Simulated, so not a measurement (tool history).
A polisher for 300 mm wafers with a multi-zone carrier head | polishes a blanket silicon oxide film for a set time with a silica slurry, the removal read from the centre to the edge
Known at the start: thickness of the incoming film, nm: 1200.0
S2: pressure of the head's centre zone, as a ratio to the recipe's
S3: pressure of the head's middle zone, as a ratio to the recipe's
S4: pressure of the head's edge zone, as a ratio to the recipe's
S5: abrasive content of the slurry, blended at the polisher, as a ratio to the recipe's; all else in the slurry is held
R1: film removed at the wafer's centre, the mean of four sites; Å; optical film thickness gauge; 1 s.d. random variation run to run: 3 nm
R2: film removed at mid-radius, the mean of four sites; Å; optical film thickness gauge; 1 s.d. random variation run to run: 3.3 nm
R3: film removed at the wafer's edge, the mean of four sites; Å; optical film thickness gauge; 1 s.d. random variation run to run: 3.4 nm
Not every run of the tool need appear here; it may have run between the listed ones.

run 1 hour=0 | flow_of_slurry_(ml/min)=265 S2=1 S3=1 S4=1 S5=1 polishing_time_(s)=84 | R1=2733.3 R2=2745.9 R3=2771.7
run 2 hour=5 | flow_of_slurry_(ml/min)=295 S2=1 S3=1 S4=1 S5=1 polishing_time_(s)=84 | R1=2783.9 R2=2762.8 R3=2863.3
run 3 hour=8.5 | flow_of_slurry_(ml/min)=295 S2=1 S3=1.08 S4=1 S5=1 polishing_time_(s)=84 | R1=2803.6 R2=2922.2 R3=2866.9
run 4 hour=13.5 | flow_of_slurry_(ml/min)=305 S2=1.02 S3=1.09 S4=1.01 S5=1 polishing_time_(s)=84 | R1=2895.3 R2=2972.3 R3=2882.6
run 5 hour=16.6 | flow_of_slurry_(ml/min)=305 S2=1.02 S3=1.09 S4=1.01 S5=1 polishing_time_(s)=93 | R1=3230.9 R2=3313.6 R3=3111.9
run 6 hour=23.9 | flow_of_slurry_(ml/min)=305 S2=0.96 S3=1.09 S4=1.01 S5=1 polishing_time_(s)=93 | R1=3036.1 R2=3320.3 R3=3119.1

Run 7 has not been measured yet. What should we expect?
run 7 hour=29 | flow_of_slurry_(ml/min)=315 S2=0.98 S3=1.09 S4=1.01 S5=1 polishing_time_(s)=93 | R1=? R2=? R3=?

R1: 3091.4 Å
R2: 3376.7 Å
R3: 3177.3 Å

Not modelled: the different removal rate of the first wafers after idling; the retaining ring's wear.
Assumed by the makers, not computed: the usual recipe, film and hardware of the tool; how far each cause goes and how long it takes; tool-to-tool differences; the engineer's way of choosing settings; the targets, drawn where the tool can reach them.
